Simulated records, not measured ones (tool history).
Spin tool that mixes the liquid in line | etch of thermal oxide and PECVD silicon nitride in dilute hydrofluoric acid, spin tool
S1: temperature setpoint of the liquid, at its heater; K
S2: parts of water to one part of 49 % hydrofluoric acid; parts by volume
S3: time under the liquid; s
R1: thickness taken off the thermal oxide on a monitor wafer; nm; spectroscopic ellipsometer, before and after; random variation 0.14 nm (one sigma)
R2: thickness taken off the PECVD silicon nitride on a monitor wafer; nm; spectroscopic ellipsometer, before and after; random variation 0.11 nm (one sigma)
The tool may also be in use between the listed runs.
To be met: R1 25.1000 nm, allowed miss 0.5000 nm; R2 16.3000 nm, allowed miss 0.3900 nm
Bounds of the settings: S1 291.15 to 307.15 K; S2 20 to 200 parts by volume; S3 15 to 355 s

run,day,S1,S2,S3,R1,R2
1,0.000,299.15,110,180,7.6021,5.2272
2,0.279,300.15,85,185,11.0030,7.3979
3,0.458,300.15,55,185,17.5890,11.2720
4,0.600,300.65,50,185,19.7530,12.7520
5,0.725,300.65,50,140,14.9900,9.7261
6,0.979,300.65,50,70,7.5124,4.9317
7,1.183,301.65,40,95,13.3910,8.8917
8,1.408,302.65,35,95,16.0000,10.6080
9,1.654,303.65,30,95,19.4960,13.2750
10,1.729,303.65,25,95,23.6830,15.6750
11,1.829,303.65,20,95,30.0300,19.4010
12,2.204,302.65,35,100,16.8580,11.3440
13,2.388,303.15,30,100,20.1080,13.4440
14,2.458,303.65,30,100,20.5700,14.0290
15,2.746,303.65,30,100,20.7100,14.0330

5 next moves are on the table. One of them brings every result within its allowed miss. Which?
A,3.033,302.65,25,75,?,?
B,3.033,304.15,20,55,?,?
C,3.033,300.15,20,95,?,?
D,3.033,303.65,20,80,?,?
E,3.033,302.15,20,80,?,?

move,R1,R2
A,17.9030,11.6180
B,17.5760,11.6500
C,25.7910,15.4430
D,25.0550,16.4010
E,23.5770,14.8580
A: further off than the last run
B: further off than the last run
C: takes the result that was furthest off past its target
D: meets every target
E: nearer than the last run, and not there yet
Answer: D
